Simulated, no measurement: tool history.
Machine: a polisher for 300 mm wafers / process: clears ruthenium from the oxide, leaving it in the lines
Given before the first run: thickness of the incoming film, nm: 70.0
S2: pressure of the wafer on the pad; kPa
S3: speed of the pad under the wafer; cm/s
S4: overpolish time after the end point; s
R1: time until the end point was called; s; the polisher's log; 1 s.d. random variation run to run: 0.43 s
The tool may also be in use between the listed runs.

{"run": 1, "hour": 0.0, "flow of slurry (ml/min)": 270, "S2": 9.7, "S3": 114, "S4": 45, "R1": 79.837}
{"run": 2, "hour": 8.1, "flow of slurry (ml/min)": 270, "S2": 9.7, "S3": 114, "S4": 45, "R1": 80.997}
{"run": 3, "hour": 16.5, "flow of slurry (ml/min)": 270, "S2": 9.7, "S3": 140, "S4": 45, "R1": 66.679}
{"run": 4, "hour": 17.3, "flow of slurry (ml/min)": 240, "S2": 9.7, "S3": 140, "S4": 45, "R1": 65.372}
{"run": 5, "hour": 23.1, "flow of slurry (ml/min)": 240, "S2": 11.0, "S3": 140, "S4": 45, "R1": 58.564}
{"run": 6, "hour": 25.4, "flow of slurry (ml/min)": 240, "S2": 12.4, "S3": 140, "S4": 45, "R1": 52.893}
{"hour": 26.1, "done": "head pressure recalibrated"}
{"run": 7, "hour": 26.1, "flow of slurry (ml/min)": 240, "S2": 13.1, "S3": 142, "S4": 45, "R1": 44.573}

Run 8 comes next. What will it give?
{"run": 8, "hour": 33.6, "flow of slurry (ml/min)": 250, "S2": 13.1, "S3": 142, "S4": 45, "R1": "?"}

Run 8 produced R1 45.121 s.

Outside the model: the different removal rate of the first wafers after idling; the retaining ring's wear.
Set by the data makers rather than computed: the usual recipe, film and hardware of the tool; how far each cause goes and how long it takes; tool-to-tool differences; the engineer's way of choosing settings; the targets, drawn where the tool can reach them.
